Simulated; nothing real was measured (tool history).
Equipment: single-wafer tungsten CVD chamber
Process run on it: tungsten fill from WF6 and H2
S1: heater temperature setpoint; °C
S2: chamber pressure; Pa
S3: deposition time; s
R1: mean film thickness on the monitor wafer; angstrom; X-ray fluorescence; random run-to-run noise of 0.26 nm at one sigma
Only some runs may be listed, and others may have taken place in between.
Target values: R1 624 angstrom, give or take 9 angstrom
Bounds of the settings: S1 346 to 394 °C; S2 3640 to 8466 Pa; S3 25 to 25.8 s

| run | hour | S1 | S2 | S3 | R1 |
|---|---|---|---|---|---|
| 1 | 0 | 370 | 6053 | 25 | 462.9 |
| 2 | 5.7 | 374 | 6066 | 25 | 509.21 |
| 3 | 6.2 | 366 | 6066 | 25 | 419.49 |
| 4 | 10.9 | 370 | 6066 | 25 | 464.11 |
| 5 | 15.2 | 370 | 6973 | 25 | 499.43 |
| 6 | 17.4 | 370 | 7986 | 25 | 534.82 |
| 7 | 24.2 | 372 | 7986 | 25 | 562.76 |
| 8 | 31.6 | 373 | 7986 | 25 | 574.73 |
|  | 35.1 | capacitance manometer re-zeroed and calibrated |
| 9 | 35.1 | 374 | 7986 | 25 | 570.49 |
| 10 | 42.4 | 375 | 7986 | 25 | 585.61 |
| 11 | 47.2 | 376 | 7986 | 25 | 599.35 |
| 12 | 52.1 | 377 | 7986 | 25 | 617.87 |

Which single option among these 4 for the next run brings every result within its allowed miss of target? Just one does.
| A | 57 | 375 | 8466 | 25.7 | ? |
| B | 57 | 380 | 6853 | 25 | ? |
| C | 57 | 376 | 7506 | 25.8 | ? |
| D | 57 | 375 | 7946 | 25.8 | ? |

| move | R1 |
|---|---|
| A | 623.85 |
| B | 611.42 |
| C | 603.24 |
| D | 606.87 |
A: every result lands within tolerance
B: misses by more than the last run did
C: misses by more than the last run did
D: misses by more than the last run did
The move that meets every target is A.
